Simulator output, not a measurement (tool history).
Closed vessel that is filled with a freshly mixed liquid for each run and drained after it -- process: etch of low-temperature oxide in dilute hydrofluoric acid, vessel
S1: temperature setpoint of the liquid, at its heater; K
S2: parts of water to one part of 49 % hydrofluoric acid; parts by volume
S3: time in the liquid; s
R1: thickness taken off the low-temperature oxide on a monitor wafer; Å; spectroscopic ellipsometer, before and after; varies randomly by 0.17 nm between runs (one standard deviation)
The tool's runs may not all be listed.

| run | hour | S1 | S2 | S3 | R1 |
|---|---|---|---|---|---|
| 1 | 0.0 | 296.15 | 125 | 70 | 104.47 |
| 2 | 6.2 | 299.15 | 125 | 70 | 116.26 |
| 3 | 10.2 | 299.15 | 100 | 70 | 152.32 |
| 4 | 12.2 | 299.15 | 135 | 70 | 105.72 |
| 5 | 21.0 | 299.15 | 135 | 70 | 106.55 |
| 6 | 29.4 | 299.15 | 100 | 70 | 150.06 |
| 7 | 35.1 | 299.15 | 100 | 70 | 149.68 |

The next listed run, before its measurement:
| 8 | 36.6 | 300.15 | 100 | 70 | ? |

{"run 8": {"R1": 155.59}}
